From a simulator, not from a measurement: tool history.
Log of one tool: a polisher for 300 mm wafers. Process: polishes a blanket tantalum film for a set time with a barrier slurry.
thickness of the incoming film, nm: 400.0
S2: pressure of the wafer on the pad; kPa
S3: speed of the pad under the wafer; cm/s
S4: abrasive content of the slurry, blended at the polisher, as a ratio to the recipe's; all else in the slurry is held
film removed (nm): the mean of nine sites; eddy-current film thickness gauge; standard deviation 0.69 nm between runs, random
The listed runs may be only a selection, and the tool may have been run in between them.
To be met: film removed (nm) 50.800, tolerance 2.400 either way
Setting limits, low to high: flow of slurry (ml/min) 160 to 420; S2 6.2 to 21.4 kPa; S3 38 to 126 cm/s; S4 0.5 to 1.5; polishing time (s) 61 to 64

Run 1, day 0.000: flow of slurry (ml/min) 270, S2 13.8 kPa, S3 82 cm/s, S4 1.0, polishing time (s) 61. Result: film removed (nm) 67.651.
Run 2, day 0.142: flow of slurry (ml/min) 270, S2 13.1 kPa, S3 82 cm/s, S4 1.0, polishing time (s) 61. Result: film removed (nm) 64.902.
Run 3, day 0.462: flow of slurry (ml/min) 270, S2 12.4 kPa, S3 82 cm/s, S4 1.0, polishing time (s) 61. Result: film removed (nm) 61.200.
Run 4, day 0.646: flow of slurry (ml/min) 270, S2 12.4 kPa, S3 94 cm/s, S4 1.0, polishing time (s) 61. Result: film removed (nm) 70.078.
Run 5, day 0.754: flow of slurry (ml/min) 270, S2 11.7 kPa, S3 94 cm/s, S4 1.0, polishing time (s) 61. Result: film removed (nm) 65.047.
Run 6, day 0.829: flow of slurry (ml/min) 295, S2 11.7 kPa, S3 94 cm/s, S4 1.0, polishing time (s) 61. Result: film removed (nm) 67.442.
Run 7, day 0.858: flow of slurry (ml/min) 290, S2 11.0 kPa, S3 94 cm/s, S4 1.0, polishing time (s) 61. Result: film removed (nm) 63.863.
Run 8, day 0.904: flow of slurry (ml/min) 285, S2 10.3 kPa, S3 94 cm/s, S4 1.0, polishing time (s) 61. Result: film removed (nm) 57.999.
Run 9, day 0.942: flow of slurry (ml/min) 280, S2 10.3 kPa, S3 94 cm/s, S4 1.0, polishing time (s) 61. Result: film removed (nm) 58.011.
Run 10, day 1.312: flow of slurry (ml/min) 275, S2 10.3 kPa, S3 94 cm/s, S4 1.0, polishing time (s) 61. Result: film removed (nm) 59.010.
Run 11, day 1.617: flow of slurry (ml/min) 275, S2 9.7 kPa, S3 94 cm/s, S4 1.0, polishing time (s) 61. Result: film removed (nm) 54.851.
Run 12, day 1.779: flow of slurry (ml/min) 270, S2 9.7 kPa, S3 94 cm/s, S4 1.0, polishing time (s) 61. Result: film removed (nm) 54.494.
Run 13, day 2.108: flow of slurry (ml/min) 265, S2 9.7 kPa, S3 94 cm/s, S4 1.0, polishing time (s) 61. Result: film removed (nm) 55.976.

Which one of the following 5 next-run settings gets every result inside its allowed miss? There is exactly one.
Run A, day 2.438: flow of slurry (ml/min) 190, S2 12.4 kPa, S3 100 cm/s, S4 0.5, polishing time (s) 61. Result: film removed (nm) ?.
Run B, day 2.438: flow of slurry (ml/min) 230, S2 9.7 kPa, S3 98 cm/s, S4 1.1, polishing time (s) 64. Result: film removed (nm) ?.
Run C, day 2.438: flow of slurry (ml/min) 260, S2 11.7 kPa, S3 90 cm/s, S4 1.4, polishing time (s) 61. Result: film removed (nm) ?.
Run D, day 2.438: flow of slurry (ml/min) 240, S2 10.3 kPa, S3 84 cm/s, S4 1.2, polishing time (s) 64. Result: film removed (nm) ?.
Run E, day 2.438: flow of slurry (ml/min) 305, S2 9.7 kPa, S3 100 cm/s, S4 1.2, polishing time (s) 64. Result: film removed (nm) ?.

move  film removed (nm)
   A             51.257
   B             60.080
   C             68.729
   D             56.941
   E             64.835
A: hits every target within its allowed miss
B: moves away from the targets compared with the last run
C: moves away from the targets compared with the last run
D: moves away from the targets compared with the last run
E: moves away from the targets compared with the last run
Correct choice: A, which meets every target

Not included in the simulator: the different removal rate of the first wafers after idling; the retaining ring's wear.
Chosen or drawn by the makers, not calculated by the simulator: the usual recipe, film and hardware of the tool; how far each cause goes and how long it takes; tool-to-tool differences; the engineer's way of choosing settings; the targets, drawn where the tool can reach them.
